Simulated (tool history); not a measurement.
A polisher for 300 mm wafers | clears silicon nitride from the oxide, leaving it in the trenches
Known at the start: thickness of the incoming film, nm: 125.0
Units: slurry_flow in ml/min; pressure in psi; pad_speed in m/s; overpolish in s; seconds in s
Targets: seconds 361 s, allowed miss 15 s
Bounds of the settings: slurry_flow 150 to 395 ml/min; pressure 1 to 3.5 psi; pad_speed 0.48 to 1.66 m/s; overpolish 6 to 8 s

run,hour,slurry_flow,pressure,pad_speed,overpolish,seconds
1,0,250,2.2,1.06,8,145.85
2,7.4,250,2.2,0.94,8,163.91
3,12.2,250,2.2,0.7,8,221.17
4,14,250,2.2,0.88,8,173.5
5,21.4,250,2.1,0.86,8,182.81
6,24.4,225,2.1,0.86,8,188.26
7,29.6,225,2.1,0.86,8,193.45
8,32.1,220,2,0.84,8,203.93
9,35.8,220,1.9,0.82,8,215.37
10,40.4,220,1.9,0.82,8,220.74
11,46.3,220,1.8,0.82,8,225.98
12,53.9,220,1.7,0.8,8,254.41
13,56.2,220,1.6,0.8,8,268.52
14,65.2,220,1.5,0.8,8,281.98
15,73,220,1.4,0.8,8,304.19
16,82,220,1,0.8,8,414.14
17,90.1,215,1.1,0.8,8,386.8

Which of these 4 next moves meets every target?
A,98.2,210,1.1,0.76,8,?
B,98.2,165,1.2,0.8,6,?
C,98.2,150,1,0.86,6,?
D,98.2,230,1.1,0.76,7,?

move,seconds
A,402.6
B,367.62
C,415.19
D,397.6
A: further off than the last run
B: meets every target
C: further off than the last run
D: further off than the last run
The right move is B.
